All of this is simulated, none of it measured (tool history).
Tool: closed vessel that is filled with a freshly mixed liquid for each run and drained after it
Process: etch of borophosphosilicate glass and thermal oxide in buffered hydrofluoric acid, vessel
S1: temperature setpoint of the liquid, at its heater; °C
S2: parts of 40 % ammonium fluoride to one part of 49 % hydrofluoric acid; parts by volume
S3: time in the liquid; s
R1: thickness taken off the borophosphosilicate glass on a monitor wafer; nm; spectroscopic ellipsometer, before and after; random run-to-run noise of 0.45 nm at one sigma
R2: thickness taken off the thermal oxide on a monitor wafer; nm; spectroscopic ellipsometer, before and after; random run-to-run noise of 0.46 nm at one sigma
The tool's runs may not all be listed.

run,hour,S1,S2,S3,R1,R2
1,0,20,17,60,55.33,33.69
2,3.4,22,17,60,61.77,37.768
3,9.8,22.5,16.5,60,64.879,40.024
4,14.1,23,16,60,68.898,42.26
5,17.6,23.5,16,60,71.222,42.743
6,22.7,23.5,16,75,88.64,54.048

Run 7 has not been measured yet. What should we expect?
7,28.4,24.5,16,75,?,?

R1: 93.178 nm
R2: 57.292 nm
